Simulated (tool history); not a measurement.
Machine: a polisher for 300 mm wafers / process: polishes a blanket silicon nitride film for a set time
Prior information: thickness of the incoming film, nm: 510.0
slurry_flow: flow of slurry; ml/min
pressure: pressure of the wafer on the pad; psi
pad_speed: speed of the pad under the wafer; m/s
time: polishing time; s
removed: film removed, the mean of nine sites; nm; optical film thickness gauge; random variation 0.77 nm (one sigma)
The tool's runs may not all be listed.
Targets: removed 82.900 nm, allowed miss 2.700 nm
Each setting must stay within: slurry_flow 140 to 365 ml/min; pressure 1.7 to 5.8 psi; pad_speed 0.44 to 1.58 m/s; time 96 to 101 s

Run 1, hour 0.0: slurry_flow 235 ml/min, pressure 3.7 psi, pad_speed 1.00 m/s, time 96 s. Result: removed 154.000 nm.
Run 2, hour 8.8: slurry_flow 235 ml/min, pressure 3.1 psi, pad_speed 0.98 m/s, time 96 s. Result: removed 125.890 nm.
Run 3, hour 13.0: slurry_flow 235 ml/min, pressure 3.1 psi, pad_speed 0.98 m/s, time 96 s. Result: removed 129.540 nm.
Run 4, hour 21.3: slurry_flow 235 ml/min, pressure 3.5 psi, pad_speed 0.98 m/s, time 96 s. Result: removed 146.530 nm.
Run 5, hour 27.0: slurry_flow 235 ml/min, pressure 2.9 psi, pad_speed 0.98 m/s, time 96 s. Result: removed 119.500 nm.
Run 6, hour 27.6: slurry_flow 235 ml/min, pressure 2.5 psi, pad_speed 0.98 m/s, time 96 s. Result: removed 104.380 nm.
Run 7, hour 35.7: slurry_flow 235 ml/min, pressure 2.3 psi, pad_speed 0.98 m/s, time 96 s. Result: removed 96.885 nm.
Run 8, hour 42.1: slurry_flow 235 ml/min, pressure 2.2 psi, pad_speed 0.98 m/s, time 96 s. Result: removed 93.597 nm.
Run 9, hour 47.9: slurry_flow 235 ml/min, pressure 2.1 psi, pad_speed 0.98 m/s, time 96 s. Result: removed 88.905 nm.

Which one of the following 4 next-run settings gets every result inside its allowed miss? There is exactly one.
Run A, hour 53.7: slurry_flow 215 ml/min, pressure 1.8 psi, pad_speed 0.98 m/s, time 99 s. Result: removed ?.
Run B, hour 53.7: slurry_flow 285 ml/min, pressure 3.5 psi, pad_speed 0.44 m/s, time 96 s. Result: removed ?.
Run C, hour 53.7: slurry_flow 190 ml/min, pressure 2.1 psi, pad_speed 0.84 m/s, time 97 s. Result: removed ?.
Run D, hour 53.7: slurry_flow 225 ml/min, pressure 2.2 psi, pad_speed 0.86 m/s, time 96 s. Result: removed ?.

move  removed
   A   77.962
   B   77.555
   C   76.841
   D   82.783
A: takes the result that was furthest off past its target
B: takes the result that was furthest off past its target
C: takes the result that was furthest off past its target
D: in spec on every target
Answer: D

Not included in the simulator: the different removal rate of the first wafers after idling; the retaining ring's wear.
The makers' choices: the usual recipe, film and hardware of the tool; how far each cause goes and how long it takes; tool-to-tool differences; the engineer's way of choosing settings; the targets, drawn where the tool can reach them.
